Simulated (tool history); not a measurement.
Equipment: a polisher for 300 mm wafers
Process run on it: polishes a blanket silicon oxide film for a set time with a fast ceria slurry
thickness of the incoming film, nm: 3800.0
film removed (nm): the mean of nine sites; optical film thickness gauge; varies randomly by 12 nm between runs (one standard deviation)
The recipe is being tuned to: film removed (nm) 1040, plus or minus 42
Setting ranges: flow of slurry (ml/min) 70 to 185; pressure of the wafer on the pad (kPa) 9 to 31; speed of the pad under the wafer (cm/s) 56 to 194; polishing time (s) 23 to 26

| run | hour | flow of slurry (ml/min) | pressure of the wafer on the pad (kPa) | speed of the pad under the wafer (cm/s) | polishing time (s) | film removed (nm) |
|---|---|---|---|---|---|---|
| 1 | 0 | 120 | 20 | 124 | 26 | 597.49 |
| 2 | 7.4 | 125 | 23.4 | 126 | 26 | 700.4 |
| 3 | 12.7 | 125 | 21.4 | 126 | 26 | 649.95 |
| 4 | 17.9 | 125 | 21.4 | 126 | 26 | 650.46 |
| 5 | 21 | 125 | 21.4 | 142 | 26 | 701.28 |
| 6 | 29.7 | 105 | 21.4 | 142 | 26 | 682.7 |
| 7 | 32.7 | 115 | 24.1 | 144 | 26 | 769.82 |
| 8 | 41.6 | 125 | 26.2 | 146 | 26 | 886.63 |
| 9 | 43.1 | 125 | 26.2 | 146 | 26 | 866.07 |

Next run, 5 choices. One meets every target within its allowed miss, the rest don't. Which?
| A | 44.6 | 135 | 25.5 | 166 | 26 | ? |
| B | 44.6 | 150 | 25.5 | 166 | 26 | ? |
| C | 44.6 | 135 | 28.3 | 164 | 26 | ? |
| D | 44.6 | 150 | 23.4 | 178 | 23 | ? |
| E | 44.6 | 120 | 28.3 | 148 | 26 | ? |

| move | film removed (nm) |
|---|---|
| A | 922.48 |
| B | 938.99 |
| C | 1010.9 |
| D | 804.95 |
| E | 919.73 |
A: better than the last run, though not everything is in spec
B: better than the last run, though not everything is in spec
C: each result inside its tolerance
D: further off than the last run
E: better than the last run, though not everything is in spec
Answer: C

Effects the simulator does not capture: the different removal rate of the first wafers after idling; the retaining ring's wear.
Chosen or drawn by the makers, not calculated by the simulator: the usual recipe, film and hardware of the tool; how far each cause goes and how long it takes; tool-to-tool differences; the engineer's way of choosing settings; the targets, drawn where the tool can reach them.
